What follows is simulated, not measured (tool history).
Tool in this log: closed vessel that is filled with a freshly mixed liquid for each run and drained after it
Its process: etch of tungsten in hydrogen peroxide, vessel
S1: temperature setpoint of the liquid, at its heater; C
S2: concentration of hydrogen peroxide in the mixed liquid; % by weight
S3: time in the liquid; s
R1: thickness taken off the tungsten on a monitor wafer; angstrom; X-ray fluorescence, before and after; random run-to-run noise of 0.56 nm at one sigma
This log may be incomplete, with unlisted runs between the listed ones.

| run | hour | S1 | S2 | S3 | R1 |
|---|---|---|---|---|---|
| 1 | 0.0 | 42.0 | 20.5 | 100 | 1554.60 |
| 2 | 0.9 | 39.5 | 19.5 | 100 | 1300.10 |
| 3 | 3.5 | 37.5 | 18.5 | 100 | 1087.80 |
| 4 | 4.1 | 36.0 | 18.5 | 100 | 1001.20 |
| 5 | 8.4 | 35.0 | 18.0 | 100 | 920.42 |
| 6 | 10.5 | 34.0 | 17.5 | 100 | 843.91 |
| 7 | 14.1 | 33.5 | 17.5 | 100 | 823.49 |
| 8 | 21.0 | 33.0 | 17.5 | 100 | 777.88 |

Run 9 comes next. What will it give?
| 9 | 27.5 | 32.5 | 17.5 | 100 | ? |

Run 9 produced R1 761.54 angstrom.
